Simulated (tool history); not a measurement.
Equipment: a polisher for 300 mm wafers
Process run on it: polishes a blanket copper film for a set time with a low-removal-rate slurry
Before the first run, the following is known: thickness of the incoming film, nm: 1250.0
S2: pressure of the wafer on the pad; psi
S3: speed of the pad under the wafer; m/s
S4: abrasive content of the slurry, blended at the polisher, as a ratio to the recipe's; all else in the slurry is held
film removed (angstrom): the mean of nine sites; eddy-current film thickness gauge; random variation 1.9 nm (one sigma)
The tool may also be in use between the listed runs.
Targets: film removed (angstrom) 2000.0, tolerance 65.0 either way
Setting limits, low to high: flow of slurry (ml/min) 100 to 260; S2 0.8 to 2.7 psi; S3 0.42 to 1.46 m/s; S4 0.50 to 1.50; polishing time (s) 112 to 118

run 1 hour=0.0 | flow_of_slurry_(ml/min)=165 S2=1.7 S3=0.94 S4=1.00 polishing_time_(s)=112 | film_removed_(angstrom)=1520.9
run 2 hour=2.5 | flow_of_slurry_(ml/min)=170 S2=1.8 S3=0.94 S4=1.00 polishing_time_(s)=112 | film_removed_(angstrom)=1581.0
run 3 hour=10.1 | flow_of_slurry_(ml/min)=170 S2=1.8 S3=0.94 S4=1.00 polishing_time_(s)=112 | film_removed_(angstrom)=1557.8
run 4 hour=14.9 | flow_of_slurry_(ml/min)=170 S2=1.8 S3=0.94 S4=1.15 polishing_time_(s)=112 | film_removed_(angstrom)=1635.8
run 5 hour=21.7 | flow_of_slurry_(ml/min)=170 S2=1.9 S3=0.94 S4=1.15 polishing_time_(s)=112 | film_removed_(angstrom)=1717.5
run 6 hour=22.5 | flow_of_slurry_(ml/min)=170 S2=1.9 S3=0.94 S4=1.00 polishing_time_(s)=112 | film_removed_(angstrom)=1678.7
run 7 hour=23.9 | flow_of_slurry_(ml/min)=170 S2=2.0 S3=0.94 S4=1.00 polishing_time_(s)=112 | film_removed_(angstrom)=1743.6
run 8 hour=29.3 | flow_of_slurry_(ml/min)=170 S2=2.0 S3=0.94 S4=1.00 polishing_time_(s)=112 | film_removed_(angstrom)=1723.2
run 9 hour=37.1 | flow_of_slurry_(ml/min)=170 S2=2.1 S3=0.94 S4=1.00 polishing_time_(s)=112 | film_removed_(angstrom)=1783.1
run 10 hour=42.2 | flow_of_slurry_(ml/min)=175 S2=2.2 S3=0.94 S4=1.00 polishing_time_(s)=112 | film_removed_(angstrom)=1879.7

Which single option among these 5 for the next run brings every result within its allowed miss of target? Just one does.
run A hour=47.3 | flow_of_slurry_(ml/min)=150 S2=2.2 S3=0.90 S4=1.00 polishing_time_(s)=112 | film_removed_(angstrom)=?
run B hour=47.3 | flow_of_slurry_(ml/min)=165 S2=2.4 S3=0.94 S4=0.95 polishing_time_(s)=114 | film_removed_(angstrom)=?
run C hour=47.3 | flow_of_slurry_(ml/min)=180 S2=2.4 S3=0.76 S4=1.10 polishing_time_(s)=112 | film_removed_(angstrom)=?
run D hour=47.3 | flow_of_slurry_(ml/min)=170 S2=1.9 S3=0.96 S4=1.05 polishing_time_(s)=112 | film_removed_(angstrom)=?
run E hour=47.3 | flow_of_slurry_(ml/min)=160 S2=2.4 S3=0.84 S4=0.95 polishing_time_(s)=114 | film_removed_(angstrom)=?

move=A film_removed_(angstrom)=1746.8
move=B film_removed_(angstrom)=2004.6
move=C film_removed_(angstrom)=1688.2
move=D film_removed_(angstrom)=1705.2
move=E film_removed_(angstrom)=1788.1
A: lands further from the targets than the last run did
B: in spec on every target
C: lands further from the targets than the last run did
D: lands further from the targets than the last run did
E: lands further from the targets than the last run did
The move that meets every target is B.
